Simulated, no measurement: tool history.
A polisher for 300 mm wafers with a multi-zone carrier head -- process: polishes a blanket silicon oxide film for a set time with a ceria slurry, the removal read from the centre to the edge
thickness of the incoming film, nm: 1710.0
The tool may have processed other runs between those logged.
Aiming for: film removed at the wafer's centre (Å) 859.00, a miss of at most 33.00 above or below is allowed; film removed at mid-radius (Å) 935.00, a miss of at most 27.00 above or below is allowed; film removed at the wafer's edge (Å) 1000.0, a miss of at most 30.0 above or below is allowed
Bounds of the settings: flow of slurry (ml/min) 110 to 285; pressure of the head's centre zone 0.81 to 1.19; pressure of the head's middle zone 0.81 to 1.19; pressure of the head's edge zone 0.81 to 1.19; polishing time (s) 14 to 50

run	day	flow of slurry (ml/min)	pressure of the head's centre zone	pressure of the head's middle zone	pressure of the head's edge zone	polishing time (s)	film removed at the wafer's centre (Å)	film removed at mid-radius (Å)	film removed at the wafer's edge (Å)
1	0.000	180	1.00	1.00	1.00	32	1078.80	1067.20	1085.8
2	0.100	170	0.97	0.99	0.99	32	1037.00	1073.40	1076.6
3	0.229	205	0.97	0.99	0.99	32	1050.00	1099.20	1112.4
4	0.492	195	0.95	0.97	0.98	32	1035.80	1073.70	1114.7
5	0.658	195	0.95	0.92	0.98	32	1049.10	1030.10	1099.6
6	1.017	185	0.93	0.91	0.97	32	1008.70	993.67	1091.2
7	1.288	175	0.91	0.91	0.96	32	968.81	993.15	1083.7
8	1.325	165	0.90	0.91	0.95	32	930.28	989.40	1054.3
9	1.642	155	0.90	0.91	0.95	32	940.33	971.08	1062.6
10	1.946	150	0.89	0.91	0.94	32	923.63	978.38	1051.2
11	2.017	145	0.88	0.91	0.93	32	896.46	966.81	1034.5
12	2.138	140	0.88	0.91	0.93	32	890.08	966.99	1030.7

Which one of the following 5 next-run settings gets every result inside its allowed miss? There is exactly one.
A	2.258	110	0.94	0.84	1.05	33	?	?	?
B	2.258	130	0.88	0.87	0.94	33	?	?	?
C	2.258	205	0.81	0.85	0.85	31	?	?	?
D	2.258	130	0.94	0.84	1.05	32	?	?	?
E	2.258	120	0.81	0.97	0.95	32	?	?	?

move	film removed at the wafer's centre (Å)	film removed at mid-radius (Å)	film removed at the wafer's edge (Å)
A	913.97	862.92	1065.8
B	903.96	932.48	1044.4
C	865.58	941.79	1001.2
D	936.66	878.08	1068.6
E	786.89	968.93	1001.0
A: takes the result that was furthest off past its target
B: brings the result that was furthest off to its target, and leaves another outside
C: each result inside its tolerance
D: takes the result that was furthest off past its target
E: its largest miss is bigger than the last run's
C meets every target.
